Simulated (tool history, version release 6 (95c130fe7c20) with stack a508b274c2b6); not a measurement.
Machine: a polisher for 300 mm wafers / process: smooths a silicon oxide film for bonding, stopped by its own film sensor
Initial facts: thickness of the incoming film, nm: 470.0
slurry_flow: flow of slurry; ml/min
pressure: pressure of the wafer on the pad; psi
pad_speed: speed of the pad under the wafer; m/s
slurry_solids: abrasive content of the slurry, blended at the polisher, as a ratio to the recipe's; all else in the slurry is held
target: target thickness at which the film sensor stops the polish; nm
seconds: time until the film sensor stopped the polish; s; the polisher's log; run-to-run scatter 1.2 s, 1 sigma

Run 1, day 0.000: slurry_flow 220 ml/min, pressure 1.5 psi, pad_speed 0.98 m/s, slurry_solids 1.0, target 439 nm. Result: seconds 60.088 s.
Run 2, day 0.212: slurry_flow 220 ml/min, pressure 1.3 psi, pad_speed 0.96 m/s, slurry_solids 1.0, target 439 nm. Result: seconds 69.155 s.
Run 3, day 0.571: slurry_flow 220 ml/min, pressure 1.3 psi, pad_speed 1.08 m/s, slurry_solids 1.0, target 439 nm. Result: seconds 64.977 s.
Run 4, day 0.842: slurry_flow 220 ml/min, pressure 1.1 psi, pad_speed 1.08 m/s, slurry_solids 1.0, target 439 nm. Result: seconds 75.036 s.
Run 5, day 1.042: slurry_flow 220 ml/min, pressure 1.0 psi, pad_speed 1.04 m/s, slurry_solids 1.0, target 439 nm. Result: seconds 84.630 s.
Run 6, day 1.408: slurry_flow 220 ml/min, pressure 0.9 psi, pad_speed 1.04 m/s, slurry_solids 1.0, target 439 nm. Result: seconds 93.502 s.
Run 7, day 1.775: slurry_flow 215 ml/min, pressure 0.7 psi, pad_speed 1.04 m/s, slurry_solids 1.0, target 439 nm. Result: seconds 118.260 s.
Run 8, day 1.833: slurry_flow 240 ml/min, pressure 0.8 psi, pad_speed 1.04 m/s, slurry_solids 1.0, target 439 nm. Result: seconds 103.360 s.

What will run 9 give?
Run 9, day 1.883: slurry_flow 240 ml/min, pressure 0.7 psi, pad_speed 1.04 m/s, slurry_solids 1.0, target 439 nm. Result: seconds ?.

seconds: 119.280 s
